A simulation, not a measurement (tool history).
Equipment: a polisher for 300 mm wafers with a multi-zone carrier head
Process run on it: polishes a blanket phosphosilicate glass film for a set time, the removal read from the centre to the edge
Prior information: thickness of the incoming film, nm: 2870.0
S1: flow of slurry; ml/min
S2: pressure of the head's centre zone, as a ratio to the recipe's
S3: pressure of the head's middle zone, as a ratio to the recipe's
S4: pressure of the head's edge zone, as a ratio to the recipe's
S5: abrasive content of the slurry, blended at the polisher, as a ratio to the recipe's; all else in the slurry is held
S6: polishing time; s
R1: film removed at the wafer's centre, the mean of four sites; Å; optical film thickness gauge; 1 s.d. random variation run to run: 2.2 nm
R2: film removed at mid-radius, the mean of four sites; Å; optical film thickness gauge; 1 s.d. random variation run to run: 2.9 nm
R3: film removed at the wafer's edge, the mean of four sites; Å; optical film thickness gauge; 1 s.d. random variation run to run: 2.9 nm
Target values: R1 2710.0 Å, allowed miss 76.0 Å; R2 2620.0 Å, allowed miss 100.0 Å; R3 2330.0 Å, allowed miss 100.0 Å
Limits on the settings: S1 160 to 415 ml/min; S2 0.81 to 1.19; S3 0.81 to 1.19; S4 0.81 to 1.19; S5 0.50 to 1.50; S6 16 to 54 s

run	hour	S1	S2	S3	S4	S5	S6	R1	R2	R3
1	0.0	265	1.00	1.00	1.00	1.00	35	2930.5	2982.6	2885.0
2	5.7	265	1.00	1.00	1.00	1.00	27	2258.0	2357.0	2189.9
3	9.5	270	1.02	1.01	1.00	1.00	27	2270.4	2353.0	2234.9
4	15.2	270	1.02	1.01	1.00	0.90	27	2175.7	2235.0	2122.3
5	16.3	270	1.02	1.01	1.00	0.90	21	1710.6	1789.7	1640.4
6	19.2	270	1.02	1.01	1.00	0.90	16	1291.2	1315.8	1278.0
7	27.2	325	1.12	1.11	1.10	1.15	23	2372.0	2374.3	2153.2
8	31.2	390	1.19	1.15	1.15	1.15	23	2509.7	2425.7	2273.7
9	32.5	390	1.19	1.15	1.14	1.15	23	2573.3	2471.7	2232.7
10	36.9	390	1.19	1.16	1.14	1.20	23	2598.5	2514.5	2278.3
11	42.7	390	1.19	1.16	1.13	1.25	23	2613.3	2580.6	2291.2
12	49.6	390	1.19	1.15	1.13	1.25	23	2627.4	2515.2	2315.5
13	52.6	390	1.19	1.15	1.12	1.25	23	2624.9	2560.7	2262.6

Which of these 5 next moves meets every target?
A	55.6	415	1.13	1.12	1.09	1.15	24	?	?	?
B	55.6	355	1.10	1.10	1.07	1.50	21	?	?	?
C	55.6	410	1.15	1.13	1.07	1.15	25	?	?	?
D	55.6	390	1.17	1.18	1.15	1.35	22	?	?	?
E	55.6	290	1.14	1.19	1.05	1.25	24	?	?	?

move	R1	R2	R3
A	2516.0	2508.4	2274.7
B	2349.7	2376.3	2171.9
C	2665.1	2629.0	2345.7
D	2540.0	2548.8	2279.6
E	2539.3	2641.2	2253.9
A: its largest miss is bigger than the last run's
B: its largest miss is bigger than the last run's
C: every result lands within tolerance
D: its largest miss is bigger than the last run's
E: its largest miss is bigger than the last run's
Move C is the one to make.
